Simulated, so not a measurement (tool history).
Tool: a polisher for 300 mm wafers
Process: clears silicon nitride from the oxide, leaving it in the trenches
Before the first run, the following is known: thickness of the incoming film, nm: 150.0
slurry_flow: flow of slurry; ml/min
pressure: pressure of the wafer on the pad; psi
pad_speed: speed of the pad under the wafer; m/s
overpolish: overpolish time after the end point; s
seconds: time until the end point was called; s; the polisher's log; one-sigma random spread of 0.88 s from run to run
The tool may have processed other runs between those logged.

run	hour	slurry_flow	pressure	pad_speed	overpolish	seconds
1	0	240	3.5	1.14	36	108.12
2	8.2	240	3.7	1.14	36	103.22
3	11	240	3.7	1.4	36	83.152
4	14.1	240	3.7	1.4	36	83.588
5	20.7	240	3.4	1.4	36	90.15
6	26	240	3.9	1.4	36	80.201
# hour 29.8: slurry nozzle cleaned
7	29.8	240	3.8	1.4	36	79.647

Expected results for the next run?
8	31	240	3.7	1.4	36	?

Run 8 yielded seconds 80.675 s.
